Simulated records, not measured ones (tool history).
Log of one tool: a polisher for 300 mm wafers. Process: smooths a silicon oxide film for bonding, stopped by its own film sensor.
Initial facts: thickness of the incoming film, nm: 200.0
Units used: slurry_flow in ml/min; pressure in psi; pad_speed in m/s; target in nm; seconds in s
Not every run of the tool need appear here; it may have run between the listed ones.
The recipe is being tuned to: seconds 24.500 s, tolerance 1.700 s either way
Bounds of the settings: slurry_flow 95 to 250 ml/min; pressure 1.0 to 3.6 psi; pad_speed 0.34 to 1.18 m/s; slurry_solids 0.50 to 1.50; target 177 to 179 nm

Run 1, hour 0.0: slurry_flow 160 ml/min, pressure 2.3 psi, pad_speed 0.76 m/s, slurry_solids 1.00, target 177 nm. Result: seconds 41.279 s.
Run 2, hour 0.9: slurry_flow 125 ml/min, pressure 2.3 psi, pad_speed 0.76 m/s, slurry_solids 1.00, target 177 nm. Result: seconds 42.903 s.
Run 3, hour 1.5: slurry_flow 150 ml/min, pressure 2.3 psi, pad_speed 0.76 m/s, slurry_solids 1.00, target 177 nm. Result: seconds 43.686 s.
Run 4, hour 10.3: slurry_flow 150 ml/min, pressure 2.3 psi, pad_speed 0.76 m/s, slurry_solids 1.05, target 177 nm. Result: seconds 41.685 s.
Run 5, hour 13.6: slurry_flow 150 ml/min, pressure 2.5 psi, pad_speed 0.78 m/s, slurry_solids 1.05, target 177 nm. Result: seconds 35.290 s.
Run 6, hour 18.6: slurry_flow 150 ml/min, pressure 2.0 psi, pad_speed 0.78 m/s, slurry_solids 1.05, target 177 nm. Result: seconds 45.302 s.
Run 7, hour 21.2: slurry_flow 150 ml/min, pressure 2.2 psi, pad_speed 0.80 m/s, slurry_solids 1.05, target 177 nm. Result: seconds 40.427 s.
Run 8, hour 24.2: slurry_flow 150 ml/min, pressure 2.4 psi, pad_speed 0.80 m/s, slurry_solids 1.05, target 177 nm. Result: seconds 38.619 s.
Run 9, hour 26.9: slurry_flow 150 ml/min, pressure 2.4 psi, pad_speed 0.80 m/s, slurry_solids 1.05, target 177 nm. Result: seconds 36.738 s.
Run 10, hour 32.8: slurry_flow 150 ml/min, pressure 3.0 psi, pad_speed 0.86 m/s, slurry_solids 1.05, target 177 nm. Result: seconds 28.954 s.

Which single option among these 5 for the next run brings every result within its allowed miss of target? Just one does.
Run A, hour 38.7: slurry_flow 160 ml/min, pressure 3.4 psi, pad_speed 0.88 m/s, slurry_solids 1.15, target 179 nm. Result: seconds ?.
Run B, hour 38.7: slurry_flow 195 ml/min, pressure 2.4 psi, pad_speed 0.74 m/s, slurry_solids 1.10, target 177 nm. Result: seconds ?.
Run C, hour 38.7: slurry_flow 170 ml/min, pressure 3.3 psi, pad_speed 0.90 m/s, slurry_solids 1.10, target 177 nm. Result: seconds ?.
Run D, hour 38.7: slurry_flow 150 ml/min, pressure 3.5 psi, pad_speed 0.94 m/s, slurry_solids 1.10, target 179 nm. Result: seconds ?.
Run E, hour 38.7: slurry_flow 100 ml/min, pressure 2.7 psi, pad_speed 0.74 m/s, slurry_solids 1.10, target 178 nm. Result: seconds ?.

move  seconds
   A   21.234
   B   37.319
   C   23.890
   D   20.336
   E   36.693
A: carries the result that was furthest off beyond its target, to the other side
B: misses by more than the last run did
C: every result within its allowed miss
D: carries the result that was furthest off beyond its target, to the other side
E: misses by more than the last run did
Answer: C
